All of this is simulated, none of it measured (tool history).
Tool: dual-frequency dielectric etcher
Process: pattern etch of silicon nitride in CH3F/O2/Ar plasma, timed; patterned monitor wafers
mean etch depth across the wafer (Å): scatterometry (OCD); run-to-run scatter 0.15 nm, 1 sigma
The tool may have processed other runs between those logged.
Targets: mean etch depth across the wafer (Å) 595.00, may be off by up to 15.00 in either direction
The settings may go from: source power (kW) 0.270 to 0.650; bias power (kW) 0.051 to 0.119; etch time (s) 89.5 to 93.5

| run | hour | source power (kW) | bias power (kW) | etch time (s) | mean etch depth across the wafer (Å) |
|---|---|---|---|---|---|
| 1 | 0.0 | 0.460 | 0.085 | 89.5 | 698.30 |
| 2 | 1.6 | 0.430 | 0.083 | 89.5 | 665.80 |
| 3 | 8.2 | 0.430 | 0.069 | 89.5 | 631.37 |
| 4 | 9.1 | 0.510 | 0.069 | 89.5 | 700.73 |
| 5 | 12.8 | 0.510 | 0.069 | 93.5 | 732.26 |
| 6 | 18.7 | 0.480 | 0.068 | 93.5 | 705.63 |
| 7 | 21.4 | 0.450 | 0.067 | 93.5 | 675.54 |
| 8 | 29.1 | 0.350 | 0.062 | 93.0 | 556.15 |
| 9 | 37.1 | 0.360 | 0.062 | 93.0 | 568.70 |
| 10 | 39.8 | 0.370 | 0.062 | 93.0 | 580.85 |

Exactly one of the 4 candidate moves below puts every result within its allowed miss. Which one?
| A | 42.5 | 0.360 | 0.062 | 91.5 | ? |
| B | 42.5 | 0.390 | 0.060 | 93.0 | ? |
| C | 42.5 | 0.350 | 0.059 | 93.5 | ? |
| D | 42.5 | 0.340 | 0.062 | 93.5 | ? |

| move | mean etch depth across the wafer (Å) |
|---|---|
| A | 562.27 |
| B | 599.71 |
| C | 555.91 |
| D | 550.60 |
A: its largest miss is bigger than the last run's
B: meets every target
C: its largest miss is bigger than the last run's
D: its largest miss is bigger than the last run's
B is the move that brings every result within its allowed miss.

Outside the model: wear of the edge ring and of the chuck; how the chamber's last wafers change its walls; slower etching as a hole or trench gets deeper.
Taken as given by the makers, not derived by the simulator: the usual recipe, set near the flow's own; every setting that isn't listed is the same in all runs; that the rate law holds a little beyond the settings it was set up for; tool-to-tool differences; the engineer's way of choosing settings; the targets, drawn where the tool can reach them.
